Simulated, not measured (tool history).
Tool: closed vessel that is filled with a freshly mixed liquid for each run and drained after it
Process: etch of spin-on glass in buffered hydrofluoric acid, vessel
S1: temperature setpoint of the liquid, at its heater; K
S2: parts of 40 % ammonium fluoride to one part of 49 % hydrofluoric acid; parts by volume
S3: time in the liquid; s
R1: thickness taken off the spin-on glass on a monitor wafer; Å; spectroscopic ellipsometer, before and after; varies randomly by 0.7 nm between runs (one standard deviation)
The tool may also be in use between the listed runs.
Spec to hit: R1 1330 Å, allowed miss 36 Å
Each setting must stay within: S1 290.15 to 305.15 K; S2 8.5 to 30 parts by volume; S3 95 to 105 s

{"run": 1, "hour": 0.0, "S1": 297.15, "S2": 23.5, "S3": 95, "R1": 1878.6}
{"run": 2, "hour": 2.8, "S1": 300.65, "S2": 23.5, "S3": 95, "R1": 2286.2}
{"run": 3, "hour": 10.7, "S1": 298.15, "S2": 23.5, "S3": 95, "R1": 1997}
{"run": 4, "hour": 15.0, "S1": 301.65, "S2": 23.5, "S3": 95, "R1": 2415.9}
{"run": 5, "hour": 19.8, "S1": 301.65, "S2": 16.5, "S3": 95, "R1": 3371.9}
{"run": 6, "hour": 22.9, "S1": 303.15, "S2": 16.5, "S3": 95, "R1": 3602.1}
{"run": 7, "hour": 24.9, "S1": 299.15, "S2": 18.5, "S3": 95, "R1": 2624.4}
{"run": 8, "hour": 27.0, "S1": 296.15, "S2": 20, "S3": 95, "R1": 2057}
{"run": 9, "hour": 30.9, "S1": 294.15, "S2": 20.5, "S3": 95, "R1": 1790.9}
{"run": 10, "hour": 39.0, "S1": 290.15, "S2": 23, "S3": 95, "R1": 1278.6}

Which one of the following 5 next-run settings gets every result inside its allowed miss? There is exactly one.
{"run": "A", "hour": 47.1, "S1": 291.15, "S2": 28, "S3": 105, "R1": "?"}
{"run": "B", "hour": 47.1, "S1": 292.15, "S2": 25, "S3": 100, "R1": "?"}
{"run": "C", "hour": 47.1, "S1": 291.15, "S2": 23, "S3": 100, "R1": "?"}
{"run": "D", "hour": 47.1, "S1": 290.15, "S2": 23.5, "S3": 95, "R1": "?"}
{"run": "E", "hour": 47.1, "S1": 290.15, "S2": 24, "S3": 95, "R1": "?"}

move=A R1=1318.4
move=B R1=1437.3
move=C R1=1438.6
move=D R1=1271.7
move=E R1=1253.4
A: meets every target
B: the result that was furthest off in the last run now lies on the other side of its target
C: the result that was furthest off in the last run now lies on the other side of its target
D: the biggest miss grows against the last run
E: the biggest miss grows against the last run
Move A is the one to make.

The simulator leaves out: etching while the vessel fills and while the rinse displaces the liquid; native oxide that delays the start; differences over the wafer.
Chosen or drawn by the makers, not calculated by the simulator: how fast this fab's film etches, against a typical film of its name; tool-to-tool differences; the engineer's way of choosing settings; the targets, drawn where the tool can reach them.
